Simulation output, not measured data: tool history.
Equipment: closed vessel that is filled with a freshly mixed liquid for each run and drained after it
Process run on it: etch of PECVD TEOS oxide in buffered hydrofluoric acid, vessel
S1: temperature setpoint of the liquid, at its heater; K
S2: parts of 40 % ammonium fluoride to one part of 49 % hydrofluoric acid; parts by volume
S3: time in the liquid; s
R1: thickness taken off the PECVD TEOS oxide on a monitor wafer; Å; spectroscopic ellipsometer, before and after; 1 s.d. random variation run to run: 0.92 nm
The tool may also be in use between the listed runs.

Run 1, hour 0.0: S1 298.15 K, S2 9.0 parts by volume, S3 90 s. Result: R1 2272.2 Å.
Run 2, hour 2.7: S1 298.65 K, S2 9.0 parts by volume, S3 90 s. Result: R1 2349.2 Å.
Run 3, hour 7.1: S1 298.65 K, S2 9.0 parts by volume, S3 95 s. Result: R1 2479.2 Å.
Run 4, hour 14.5: S1 298.65 K, S2 9.0 parts by volume, S3 95 s. Result: R1 2472.9 Å.
Run 5, hour 20.3: S1 298.65 K, S2 10.0 parts by volume, S3 95 s. Result: R1 2317.9 Å.
Run 6, hour 24.1: S1 295.65 K, S2 10.0 parts by volume, S3 95 s. Result: R1 1965.0 Å.
Run 7, hour 32.4: S1 296.15 K, S2 10.0 parts by volume, S3 95 s. Result: R1 2031.9 Å.
Run 8, hour 36.8: S1 296.65 K, S2 10.0 parts by volume, S3 95 s. Result: R1 2076.6 Å.
Run 9, hour 40.9: S1 297.15 K, S2 10.0 parts by volume, S3 95 s. Result: R1 2132.1 Å.
Run 10, hour 45.2: S1 297.65 K, S2 10.0 parts by volume, S3 95 s. Result: R1 2194.6 Å.
Run 11, hour 54.0: S1 298.15 K, S2 10.0 parts by volume, S3 95 s. Result: R1 2249.7 Å.
Run 12, hour 55.6: S1 298.65 K, S2 10.0 parts by volume, S3 95 s. Result: R1 2304.9 Å.
Run 13, hour 58.2: S1 299.15 K, S2 10.0 parts by volume, S3 95 s. Result: R1 2383.2 Å.
Run 14, hour 65.7: S1 299.65 K, S2 10.0 parts by volume, S3 95 s. Result: R1 2446.8 Å.

For run 15, what comes out?
Run 15, hour 71.0: S1 300.15 K, S2 10.0 parts by volume, S3 95 s. Result: R1 ?.

Run 15 came out at R1 2511.8 Å.

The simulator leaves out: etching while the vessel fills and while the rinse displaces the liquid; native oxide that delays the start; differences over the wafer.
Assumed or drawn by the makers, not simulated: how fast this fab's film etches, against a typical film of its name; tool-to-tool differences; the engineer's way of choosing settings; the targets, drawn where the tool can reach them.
